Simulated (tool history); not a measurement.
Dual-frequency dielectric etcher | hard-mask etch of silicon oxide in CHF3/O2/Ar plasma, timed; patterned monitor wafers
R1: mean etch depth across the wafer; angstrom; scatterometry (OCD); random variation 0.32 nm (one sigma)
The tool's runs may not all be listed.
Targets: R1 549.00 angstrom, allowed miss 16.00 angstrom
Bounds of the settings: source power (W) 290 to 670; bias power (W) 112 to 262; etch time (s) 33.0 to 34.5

run 1 hour=0.0 | source_power_(W)=480 bias_power_(W)=187 etch_time_(s)=33.0 | R1=660.84
run 2 hour=2.2 | source_power_(W)=480 bias_power_(W)=187 etch_time_(s)=34.5 | R1=679.26
run 3 hour=8.1 | source_power_(W)=480 bias_power_(W)=187 etch_time_(s)=34.5 | R1=683.59
run 4 hour=12.3 | source_power_(W)=480 bias_power_(W)=187 etch_time_(s)=34.5 | R1=678.43
run 5 hour=17.3 | source_power_(W)=450 bias_power_(W)=177 etch_time_(s)=34.0 | R1=643.36
run 6 hour=18.8 | source_power_(W)=530 bias_power_(W)=177 etch_time_(s)=34.0 | R1=698.07
-- hour=22.3 bias power generator calibrated
run 7 hour=22.3 | source_power_(W)=490 bias_power_(W)=171 etch_time_(s)=34.0 | R1=653.89
run 8 hour=31.1 | source_power_(W)=460 bias_power_(W)=167 etch_time_(s)=34.0 | R1=634.14
run 9 hour=33.5 | source_power_(W)=430 bias_power_(W)=164 etch_time_(s)=34.0 | R1=614.92
run 10 hour=36.6 | source_power_(W)=410 bias_power_(W)=161 etch_time_(s)=34.0 | R1=595.69

5 next moves are on the table. One of them brings every result within its allowed miss. Which?
run A hour=39.7 | source_power_(W)=470 bias_power_(W)=173 etch_time_(s)=34.5 | R1=?
run B hour=39.7 | source_power_(W)=380 bias_power_(W)=139 etch_time_(s)=33.5 | R1=?
run C hour=39.7 | source_power_(W)=390 bias_power_(W)=156 etch_time_(s)=34.5 | R1=?
run D hour=39.7 | source_power_(W)=410 bias_power_(W)=157 etch_time_(s)=33.5 | R1=?
run E hour=39.7 | source_power_(W)=350 bias_power_(W)=112 etch_time_(s)=34.5 | R1=?

move=A R1=655.98
move=B R1=551.30
move=C R1=590.07
move=D R1=586.50
move=E R1=522.04
A: further off than the last run
B: meets every target
C: nearer than the last run, and not there yet
D: nearer than the last run, and not there yet
E: takes the result that was furthest off past its target
Answer: B
